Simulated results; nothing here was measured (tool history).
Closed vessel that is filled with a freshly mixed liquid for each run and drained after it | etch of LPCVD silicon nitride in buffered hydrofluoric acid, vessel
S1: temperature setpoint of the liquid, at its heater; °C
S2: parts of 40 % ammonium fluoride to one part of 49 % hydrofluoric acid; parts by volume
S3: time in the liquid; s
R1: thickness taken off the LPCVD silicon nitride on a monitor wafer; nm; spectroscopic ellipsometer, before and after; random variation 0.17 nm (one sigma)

Run 1, hour 0: S1 25 °C, S2 9 parts by volume, S3 770 s. Result: R1 12.3 nm.
Run 2, hour 8.5: S1 23.5 °C, S2 9 parts by volume, S3 770 s. Result: R1 11.534 nm.
Run 3, hour 16.6: S1 23.5 °C, S2 9 parts by volume, S3 770 s. Result: R1 11.537 nm.
Run 4, hour 22.9: S1 23.5 °C, S2 9 parts by volume, S3 770 s. Result: R1 11.242 nm.
Run 5, hour 30.5: S1 26 °C, S2 9 parts by volume, S3 770 s. Result: R1 12.942 nm.
Run 6, hour 31.9: S1 23 °C, S2 9 parts by volume, S3 770 s. Result: R1 10.991 nm.
Run 7, hour 34.6: S1 24.5 °C, S2 9 parts by volume, S3 770 s. Result: R1 11.98 nm.

Run 8 comes next. What will it give?
Run 8, hour 38.2: S1 25.5 °C, S2 9 parts by volume, S3 770 s. Result: R1 ?.

{"run 8": {"R1": 12.634}}
